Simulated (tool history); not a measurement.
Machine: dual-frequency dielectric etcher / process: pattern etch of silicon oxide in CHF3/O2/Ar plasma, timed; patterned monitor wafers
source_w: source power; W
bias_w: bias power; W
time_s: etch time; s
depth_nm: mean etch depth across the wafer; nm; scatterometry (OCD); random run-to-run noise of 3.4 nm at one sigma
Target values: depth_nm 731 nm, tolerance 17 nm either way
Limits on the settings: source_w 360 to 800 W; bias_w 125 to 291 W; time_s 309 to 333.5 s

| run | hour | source_w | bias_w | time_s | depth_nm |
|---|---|---|---|---|---|
| 1 | 0 | 580 | 208 | 333.5 | 667.04 |
| 2 | 2.5 | 650 | 208 | 333.5 | 691.65 |
| 3 | 4.7 | 650 | 208 | 309 | 637.45 |
| 4 | 7.5 | 680 | 208 | 309 | 646.71 |
| 5 | 11.8 | 760 | 208 | 309 | 670.63 |
| 6 | 18.1 | 760 | 215 | 310.5 | 686.56 |
| 7 | 24.4 | 760 | 219 | 311.5 | 691.64 |
| 8 | 32.1 | 760 | 223 | 312.5 | 702.38 |
| 9 | 35.5 | 760 | 225 | 313 | 709.01 |
| 10 | 43.4 | 760 | 227 | 313 | 709.82 |
|  | 48.4 | source power generator calibrated |
| 11 | 48.4 | 760 | 229 | 313 | 697.98 |
| 12 | 50 | 760 | 232 | 314.5 | 708.27 |

Pick the move, out of 4, that brings all results within their allowed miss; only one does.
| A | 51.6 | 620 | 234 | 319.5 | ? |
| B | 51.6 | 720 | 225 | 309 | ? |
| C | 51.6 | 800 | 198 | 321 | ? |
| D | 51.6 | 760 | 227 | 325.5 | ? |

| move | depth_nm |
|---|---|
| A | 677.51 |
| B | 674.59 |
| C | 684.34 |
| D | 725.87 |
A: misses by more than the last run did
B: misses by more than the last run did
C: misses by more than the last run did
D: every result lands within tolerance
Move D is the one to make.

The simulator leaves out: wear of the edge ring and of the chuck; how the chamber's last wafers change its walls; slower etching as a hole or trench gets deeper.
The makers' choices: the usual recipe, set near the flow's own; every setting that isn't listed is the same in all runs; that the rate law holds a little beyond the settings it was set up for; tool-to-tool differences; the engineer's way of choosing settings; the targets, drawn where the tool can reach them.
